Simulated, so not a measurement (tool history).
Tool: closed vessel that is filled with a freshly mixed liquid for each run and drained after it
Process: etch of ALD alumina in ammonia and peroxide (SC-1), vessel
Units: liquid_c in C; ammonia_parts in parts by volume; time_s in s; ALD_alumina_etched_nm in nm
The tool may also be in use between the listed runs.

run 1 day=0.000 | liquid_c=55.0 ammonia_parts=0.9 time_s=150 | ALD_alumina_etched_nm=9.8603
run 2 day=0.225 | liquid_c=56.5 ammonia_parts=0.9 time_s=150 | ALD_alumina_etched_nm=10.5960
run 3 day=0.521 | liquid_c=56.5 ammonia_parts=0.9 time_s=160 | ALD_alumina_etched_nm=11.2980
run 4 day=0.746 | liquid_c=58.0 ammonia_parts=0.9 time_s=160 | ALD_alumina_etched_nm=12.2860
run 5 day=1.038 | liquid_c=59.5 ammonia_parts=0.9 time_s=160 | ALD_alumina_etched_nm=13.3180
run 6 day=1.371 | liquid_c=60.5 ammonia_parts=0.9 time_s=160 | ALD_alumina_etched_nm=13.8460
run 7 day=1.521 | liquid_c=61.5 ammonia_parts=0.9 time_s=160 | ALD_alumina_etched_nm=14.5290

Run 8 comes next. What will it give?
run 8 day=1.608 | liquid_c=62.5 ammonia_parts=0.9 time_s=160 | ALD_alumina_etched_nm=?

ALD_alumina_etched_nm: 15.4430 nm
